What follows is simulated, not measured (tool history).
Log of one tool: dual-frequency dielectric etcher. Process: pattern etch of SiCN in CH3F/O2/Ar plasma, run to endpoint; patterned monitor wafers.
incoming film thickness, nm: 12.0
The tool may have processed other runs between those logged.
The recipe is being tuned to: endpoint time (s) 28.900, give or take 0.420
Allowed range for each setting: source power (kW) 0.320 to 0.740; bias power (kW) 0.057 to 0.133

run	hour	source power (kW)	bias power (kW)	endpoint time (s)
1	0.0	0.530	0.095	26.512
2	8.0	0.530	0.083	28.152
3	8.6	0.530	0.072	29.917
4	10.8	0.460	0.072	31.197
5	18.4	0.420	0.072	32.015
6	27.1	0.490	0.072	30.479
7	35.8	0.500	0.072	30.351
8	40.9	0.510	0.072	30.215

Which one of the following 4 next-run settings gets every result inside its allowed miss? There is exactly one.
A	46.0	0.450	0.068	?
B	46.0	0.450	0.074	?
C	46.0	0.360	0.088	?
D	46.0	0.460	0.086	?

move	endpoint time (s)
A	32.275
B	31.110
C	30.901
D	28.933
A: further off than the last run
B: further off than the last run
C: further off than the last run
D: every result lands within tolerance
Move D is the one to make.
